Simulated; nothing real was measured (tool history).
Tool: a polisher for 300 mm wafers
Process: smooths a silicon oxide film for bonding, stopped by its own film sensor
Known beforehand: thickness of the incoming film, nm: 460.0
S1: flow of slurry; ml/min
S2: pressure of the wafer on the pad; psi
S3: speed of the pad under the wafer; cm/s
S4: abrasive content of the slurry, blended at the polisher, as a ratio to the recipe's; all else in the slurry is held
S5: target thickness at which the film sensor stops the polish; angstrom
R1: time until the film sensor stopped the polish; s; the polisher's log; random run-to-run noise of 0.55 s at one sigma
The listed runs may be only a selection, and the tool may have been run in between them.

Run 1, hour 0: S1 295 ml/min, S2 1.4 psi, S3 80 cm/s, S4 1, S5 4230 angstrom. Result: R1 73.997 s.
Run 2, hour 2: S1 295 ml/min, S2 1.4 psi, S3 64 cm/s, S4 1, S5 4230 angstrom. Result: R1 85.165 s.
Run 3, hour 6.6: S1 295 ml/min, S2 1.5 psi, S3 64 cm/s, S4 1, S5 4230 angstrom. Result: R1 81.446 s.
Run 4, hour 11: S1 260 ml/min, S2 1.5 psi, S3 64 cm/s, S4 1, S5 4230 angstrom. Result: R1 82.413 s.
Run 5, hour 13.5: S1 260 ml/min, S2 1.5 psi, S3 74 cm/s, S4 1, S5 4230 angstrom. Result: R1 72.471 s.
Run 6, hour 22.2: S1 260 ml/min, S2 1.5 psi, S3 74 cm/s, S4 1, S5 4220 angstrom. Result: R1 74.678 s.

Estimate the outcome of run 7 from the log above:
Run 7, hour 25.8: S1 260 ml/min, S2 1.6 psi, S3 74 cm/s, S4 1, S5 4220 angstrom. Result: R1 ?.

R1: 72.087 s
